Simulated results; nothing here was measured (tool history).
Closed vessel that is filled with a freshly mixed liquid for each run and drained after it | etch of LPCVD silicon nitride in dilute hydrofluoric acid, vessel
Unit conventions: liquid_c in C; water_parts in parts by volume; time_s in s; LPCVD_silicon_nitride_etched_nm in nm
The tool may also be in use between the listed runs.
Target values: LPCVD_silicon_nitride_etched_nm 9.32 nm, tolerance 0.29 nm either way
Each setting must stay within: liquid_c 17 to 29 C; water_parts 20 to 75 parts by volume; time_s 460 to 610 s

run,day,liquid_c,water_parts,time_s,LPCVD_silicon_nitride_etched_nm
1,0,21,45,610,5.6616
2,0.208,21,55,610,4.6936
3,0.379,21,55,460,3.5108
4,0.733,21,50,460,3.857
5,0.904,22.5,50,460,4.2878
6,1.062,24,45,465,5.4056
7,1.217,25,40,465,6.5091
8,1.275,26,40,465,6.8055
9,1.538,29,30,470,11.239
10,1.775,28.5,30,470,10.825
11,1.938,28,30,470,10.687
12,2.225,25.5,30,470,8.7574

Exactly one of the 5 candidate moves below puts every result within its allowed miss. Which one?
A,2.512,18.5,25,555,?
B,2.512,24,40,610,?
C,2.512,28,40,515,?
D,2.512,24.5,30,535,?
E,2.512,27.5,40,515,?

move,LPCVD_silicon_nitride_etched_nm
A,7.7149
B,7.8921
C,8.7037
D,9.4678
E,8.4214
A: the biggest miss grows against the last run
B: the biggest miss grows against the last run
C: the biggest miss grows against the last run
D: all results land within tolerance of their targets
E: the biggest miss grows against the last run
D is the move that brings every result within its allowed miss.
